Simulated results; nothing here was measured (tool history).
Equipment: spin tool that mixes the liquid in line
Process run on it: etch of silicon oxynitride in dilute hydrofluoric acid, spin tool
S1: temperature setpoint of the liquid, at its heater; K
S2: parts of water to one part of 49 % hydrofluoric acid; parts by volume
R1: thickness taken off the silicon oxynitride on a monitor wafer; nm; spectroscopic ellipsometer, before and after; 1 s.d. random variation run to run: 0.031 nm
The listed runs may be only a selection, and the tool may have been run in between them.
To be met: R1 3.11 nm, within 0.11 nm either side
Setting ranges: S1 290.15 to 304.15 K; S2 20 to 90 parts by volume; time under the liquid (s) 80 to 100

run 1 day=0 | S1=296.15 S2=50 time_under_the_liquid_(s)=100 | R1=4.7969
run 2 day=0.058 | S1=296.15 S2=35 time_under_the_liquid_(s)=100 | R1=6.819
run 3 day=0.371 | S1=296.15 S2=35 time_under_the_liquid_(s)=100 | R1=6.8777
run 4 day=0.454 | S1=296.15 S2=45 time_under_the_liquid_(s)=100 | R1=5.2342
run 5 day=0.554 | S1=295.15 S2=45 time_under_the_liquid_(s)=100 | R1=5.041
run 6 day=0.662 | S1=292.65 S2=45 time_under_the_liquid_(s)=100 | R1=4.4717
run 7 day=0.75 | S1=292.15 S2=45 time_under_the_liquid_(s)=100 | R1=4.2698
run 8 day=0.812 | S1=291.65 S2=45 time_under_the_liquid_(s)=100 | R1=4.28
run 9 day=0.979 | S1=290.15 S2=60 time_under_the_liquid_(s)=100 | R1=2.9483

Next run, 5 choices. One meets every target within its allowed miss, the rest don't. Which?
run A day=1.146 | S1=292.15 S2=55 time_under_the_liquid_(s)=95 | R1=?
run B day=1.146 | S1=290.15 S2=50 time_under_the_liquid_(s)=80 | R1=?
run C day=1.146 | S1=290.65 S2=55 time_under_the_liquid_(s)=95 | R1=?
run D day=1.146 | S1=299.15 S2=65 time_under_the_liquid_(s)=80 | R1=?
run E day=1.146 | S1=290.65 S2=65 time_under_the_liquid_(s)=100 | R1=?

move=A R1=3.3285
move=B R1=2.793
move=C R1=3.084
move=D R1=3.3168
move=E R1=2.7291
A: takes the biggest miss from the last run beyond its target
B: further off than the last run
C: each result inside its tolerance
D: takes the biggest miss from the last run beyond its target
E: further off than the last run
Move C is the one to make.
